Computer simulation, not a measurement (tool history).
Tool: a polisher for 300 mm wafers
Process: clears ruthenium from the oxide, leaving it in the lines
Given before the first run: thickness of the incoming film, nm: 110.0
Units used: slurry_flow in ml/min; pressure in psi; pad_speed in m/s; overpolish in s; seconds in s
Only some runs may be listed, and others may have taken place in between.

{"run": 1, "hour": 0.0, "slurry_flow": 245, "pressure": 1.9, "pad_speed": 1.08, "overpolish": 4, "seconds": 117.72}
{"run": 2, "hour": 5.6, "slurry_flow": 245, "pressure": 1.7, "pad_speed": 1.0, "overpolish": 4, "seconds": 141.8}
{"run": 3, "hour": 6.2, "slurry_flow": 245, "pressure": 1.5, "pad_speed": 0.94, "overpolish": 4, "seconds": 165.56}
{"run": 4, "hour": 7.2, "slurry_flow": 245, "pressure": 1.4, "pad_speed": 0.88, "overpolish": 4, "seconds": 193.54}
{"run": 5, "hour": 10.1, "slurry_flow": 245, "pressure": 1.4, "pad_speed": 0.88, "overpolish": 4, "seconds": 192.98}
{"hour": 15.4, "done": "head pressure recalibrated"}
{"run": 6, "hour": 15.4, "slurry_flow": 245, "pressure": 1.3, "pad_speed": 0.86, "overpolish": 4, "seconds": 185.98}
{"run": 7, "hour": 24.4, "slurry_flow": 245, "pressure": 1.3, "pad_speed": 0.86, "overpolish": 4, "seconds": 185.49}

Run 8 has not been measured yet. What should we expect?
{"run": 8, "hour": 31.6, "slurry_flow": 245, "pressure": 1.2, "pad_speed": 0.8, "overpolish": 4, "seconds": "?"}

seconds: 217.39 s
